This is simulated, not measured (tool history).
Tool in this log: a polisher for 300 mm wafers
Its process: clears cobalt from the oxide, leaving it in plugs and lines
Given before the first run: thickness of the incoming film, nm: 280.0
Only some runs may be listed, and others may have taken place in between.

| run | hour | flow of slurry (ml/min) | pressure of the wafer on the pad (kPa) | speed of the pad under the wafer (m/s) | overpolish time after the end point (s) | time until the end point was called (s) | dishing of a wide line in a test structure (Å) |
|---|---|---|---|---|---|---|---|
| 1 | 0.0 | 135 | 13.8 | 0.94 | 15 | 52.126 | 391.38 |
| 2 | 4.8 | 115 | 13.8 | 0.94 | 15 | 53.912 | 385.56 |
| 3 | 9.5 | 115 | 13.8 | 0.86 | 15 | 58.594 | 372.89 |
| 4 | 14.4 | 115 | 13.8 | 0.86 | 16 | 58.358 | 379.92 |
| 5 | 22.4 | 115 | 13.8 | 0.86 | 17 | 57.549 | 395.90 |
| 6 | 29.0 | 115 | 13.8 | 0.86 | 18 | 59.273 | 401.03 |
| 7 | 34.5 | 115 | 13.8 | 0.86 | 19 | 58.564 | 411.86 |
| 8 | 43.1 | 115 | 13.8 | 0.86 | 20 | 59.053 | 415.19 |

Predict the results of run 9:
| 9 | 51.2 | 115 | 13.8 | 0.86 | 21 | ? | ? |

Run 9 produced time until the end point was called (s) 58.230, dishing of a wide line in a test structure (Å) 423.40.
